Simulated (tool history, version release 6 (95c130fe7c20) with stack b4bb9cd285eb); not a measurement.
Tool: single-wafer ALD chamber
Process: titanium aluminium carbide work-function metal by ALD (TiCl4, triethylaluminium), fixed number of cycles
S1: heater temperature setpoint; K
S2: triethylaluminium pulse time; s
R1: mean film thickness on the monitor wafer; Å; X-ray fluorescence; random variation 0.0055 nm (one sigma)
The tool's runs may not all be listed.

{"run": 1, "hour": 0.0, "S1": 553.15, "S2": 13.18, "R1": 21.014}
{"run": 2, "hour": 0.9, "S1": 553.15, "S2": 15.6, "R1": 21.06}
{"run": 3, "hour": 6.2, "S1": 548.15, "S2": 15.6, "R1": 20.752}
{"run": 4, "hour": 13.8, "S1": 548.15, "S2": 12.68, "R1": 20.462}
{"run": 5, "hour": 19.6, "S1": 554.15, "S2": 13.33, "R1": 21.05}
{"run": 6, "hour": 25.1, "S1": 559.15, "S2": 13.83, "R1": 21.509}
{"run": 7, "hour": 29.4, "S1": 563.15, "S2": 14.19, "R1": 21.859}

The next listed run, before its measurement:
{"run": 8, "hour": 34.2, "S1": 566.15, "S2": 14.44, "R1": "?"}

Run 8 gave R1 22.203 Å.

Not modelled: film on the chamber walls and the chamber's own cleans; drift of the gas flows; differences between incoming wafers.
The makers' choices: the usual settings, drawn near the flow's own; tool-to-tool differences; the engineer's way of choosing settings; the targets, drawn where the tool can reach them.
